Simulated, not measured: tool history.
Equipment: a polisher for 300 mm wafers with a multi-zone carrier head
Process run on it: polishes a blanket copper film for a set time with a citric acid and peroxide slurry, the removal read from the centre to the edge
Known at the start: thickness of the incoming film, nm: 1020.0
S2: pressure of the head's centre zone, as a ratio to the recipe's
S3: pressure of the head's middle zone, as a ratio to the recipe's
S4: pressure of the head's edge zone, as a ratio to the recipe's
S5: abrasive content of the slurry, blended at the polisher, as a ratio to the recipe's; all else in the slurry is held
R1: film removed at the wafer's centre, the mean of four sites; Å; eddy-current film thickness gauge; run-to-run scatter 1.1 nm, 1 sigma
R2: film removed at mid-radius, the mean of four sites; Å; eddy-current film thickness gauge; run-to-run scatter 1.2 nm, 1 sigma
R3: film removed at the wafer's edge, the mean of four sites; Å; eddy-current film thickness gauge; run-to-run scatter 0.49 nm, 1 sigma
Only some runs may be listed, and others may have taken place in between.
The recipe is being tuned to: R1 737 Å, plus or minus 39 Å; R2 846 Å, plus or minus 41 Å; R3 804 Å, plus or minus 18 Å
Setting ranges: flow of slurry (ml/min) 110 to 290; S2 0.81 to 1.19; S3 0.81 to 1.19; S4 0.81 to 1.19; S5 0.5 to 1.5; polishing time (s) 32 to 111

{"run": 1, "hour": 0.0, "flow of slurry (ml/min)": 185, "S2": 1, "S3": 1, "S4": 1, "S5": 1, "polishing time (s)": 71, "R1": 1004.9, "R2": 1031.4, "R3": 1000.3}
{"run": 2, "hour": 5.1, "flow of slurry (ml/min)": 180, "S2": 0.98, "S3": 0.99, "S4": 0.98, "S5": 0.9, "polishing time (s)": 71, "R1": 975.47, "R2": 1000.2, "R3": 968.77}
{"run": 3, "hour": 7.5, "flow of slurry (ml/min)": 180, "S2": 0.98, "S3": 0.99, "S4": 0.98, "S5": 0.7, "polishing time (s)": 71, "R1": 923.5, "R2": 945.79, "R3": 933.82}
{"run": 4, "hour": 9.6, "flow of slurry (ml/min)": 155, "S2": 0.98, "S3": 0.99, "S4": 0.98, "S5": 0.7, "polishing time (s)": 71, "R1": 901.31, "R2": 908.67, "R3": 912.57}
{"run": 5, "hour": 16.3, "flow of slurry (ml/min)": 150, "S2": 0.96, "S3": 0.99, "S4": 0.96, "S5": 0.65, "polishing time (s)": 71, "R1": 871.24, "R2": 922.05, "R3": 890.86}
{"run": 6, "hour": 21.4, "flow of slurry (ml/min)": 150, "S2": 0.96, "S3": 0.99, "S4": 0.96, "S5": 0.8, "polishing time (s)": 71, "R1": 903.3, "R2": 951.53, "R3": 914.19}
{"run": 7, "hour": 26.8, "flow of slurry (ml/min)": 125, "S2": 0.86, "S3": 0.95, "S4": 0.86, "S5": 0.55, "polishing time (s)": 69, "R1": 695.57, "R2": 782.91, "R3": 781.34}
{"run": 8, "hour": 31.2, "flow of slurry (ml/min)": 130, "S2": 0.86, "S3": 0.96, "S4": 0.86, "S5": 0.55, "polishing time (s)": 69, "R1": 687.39, "R2": 820.27, "R3": 778.38}

Next run, 5 choices. One meets every target within its allowed miss, the rest don't. Which?
{"run": "A", "hour": 35.6, "flow of slurry (ml/min)": 155, "S2": 0.94, "S3": 1.05, "S4": 0.82, "S5": 0.6, "polishing time (s)": 63, "R1": "?", "R2": "?", "R3": "?"}
{"run": "B", "hour": 35.6, "flow of slurry (ml/min)": 150, "S2": 0.87, "S3": 0.95, "S4": 0.84, "S5": 0.55, "polishing time (s)": 70, "R1": "?", "R2": "?", "R3": "?"}
{"run": "C", "hour": 35.6, "flow of slurry (ml/min)": 120, "S2": 0.82, "S3": 0.95, "S4": 1.05, "S5": 0.95, "polishing time (s)": 60, "R1": "?", "R2": "?", "R3": "?"}
{"run": "D", "hour": 35.6, "flow of slurry (ml/min)": 110, "S2": 0.81, "S3": 0.97, "S4": 0.93, "S5": 0.5, "polishing time (s)": 69, "R1": "?", "R2": "?", "R3": "?"}
{"run": "E", "hour": 35.6, "flow of slurry (ml/min)": 130, "S2": 0.92, "S3": 0.97, "S4": 0.85, "S5": 0.5, "polishing time (s)": 66, "R1": "?", "R2": "?", "R3": "?"}

move=A R1=740.31 R2=847.95 R3=731.88
move=B R1=744.11 R2=864.32 R3=806.8
move=C R1=617.82 R2=767.52 R3=802.81
move=D R1=611.92 R2=783.2 R3=771.66
move=E R1=703.68 R2=786.29 R3=735
A: misses by more than the last run did
B: all results land within tolerance of their targets
C: meets the target for the result that was furthest off, but another lies outside its allowed miss
D: misses by more than the last run did
E: misses by more than the last run did
B is the move that brings every result within its allowed miss.
